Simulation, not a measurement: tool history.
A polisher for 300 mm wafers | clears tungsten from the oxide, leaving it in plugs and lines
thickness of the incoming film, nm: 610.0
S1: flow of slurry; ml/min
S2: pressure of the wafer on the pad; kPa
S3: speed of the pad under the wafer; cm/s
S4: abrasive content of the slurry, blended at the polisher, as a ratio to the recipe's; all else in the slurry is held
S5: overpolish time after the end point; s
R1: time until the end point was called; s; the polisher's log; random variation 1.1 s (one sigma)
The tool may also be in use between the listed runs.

run    day   S1    S2   S3  S4  S5      R1
  1      0  240  28.3  102   1   5  129.37
  2    0.2  240    29  102   1   5  122.62
  3  0.571  240  29.6  102   1   5  121.25
  4  0.908  185  29.6  102   1   5   129.5
  5  1.167  200  30.3  102   1   5  124.07
  6  1.362  200  26.2  102   1   5  141.77
  7  1.567  210  27.6  102   1   5  133.28
  8  1.867  220  28.3  102   1   5  129.76

Run 9 comes next. What will it give?
  9  2.058  230  29  102   1   5   ?

{"run 9": {"R1": 126.34}}

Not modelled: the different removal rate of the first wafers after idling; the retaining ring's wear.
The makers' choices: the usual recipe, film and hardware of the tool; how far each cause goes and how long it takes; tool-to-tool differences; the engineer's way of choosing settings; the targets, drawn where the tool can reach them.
